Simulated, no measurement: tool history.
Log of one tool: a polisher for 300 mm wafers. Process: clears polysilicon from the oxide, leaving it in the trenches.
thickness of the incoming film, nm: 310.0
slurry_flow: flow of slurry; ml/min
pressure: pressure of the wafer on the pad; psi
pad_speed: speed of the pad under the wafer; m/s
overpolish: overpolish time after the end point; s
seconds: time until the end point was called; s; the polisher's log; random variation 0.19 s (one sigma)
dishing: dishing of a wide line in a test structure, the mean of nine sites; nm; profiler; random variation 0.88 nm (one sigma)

Run 1, hour 0.0: slurry_flow 250 ml/min, pressure 3.0 psi, pad_speed 0.82 m/s, overpolish 12 s. Result: seconds 28.874 s, dishing 44.518 nm.
Run 2, hour 7.0: slurry_flow 250 ml/min, pressure 3.4 psi, pad_speed 0.82 m/s, overpolish 12 s. Result: seconds 25.766 s, dishing 46.828 nm.
Run 3, hour 11.4: slurry_flow 250 ml/min, pressure 3.4 psi, pad_speed 0.94 m/s, overpolish 12 s. Result: seconds 22.419 s, dishing 47.663 nm.
Run 4, hour 18.1: slurry_flow 250 ml/min, pressure 3.4 psi, pad_speed 0.98 m/s, overpolish 9 s. Result: seconds 21.459 s, dishing 45.175 nm.
Run 5, hour 25.3: slurry_flow 250 ml/min, pressure 3.4 psi, pad_speed 1.02 m/s, overpolish 7 s. Result: seconds 20.469 s, dishing 44.002 nm.
Run 6, hour 29.7: slurry_flow 300 ml/min, pressure 3.4 psi, pad_speed 1.02 m/s, overpolish 7 s. Result: seconds 20.371 s, dishing 43.610 nm.
Run 7, hour 31.0: slurry_flow 335 ml/min, pressure 3.3 psi, pad_speed 1.04 m/s, overpolish 6 s. Result: seconds 20.397 s, dishing 42.468 nm.
Run 8, hour 39.8: slurry_flow 355 ml/min, pressure 3.3 psi, pad_speed 1.06 m/s, overpolish 5 s. Result: seconds 19.811 s, dishing 40.510 nm.

The next listed run, before its measurement:
Run 9, hour 47.0: slurry_flow 370 ml/min, pressure 3.3 psi, pad_speed 1.06 m/s, overpolish 5 s. Result: seconds ?, dishing ?.

{"run 9": {"seconds": 19.931, "dishing": 39.735}}
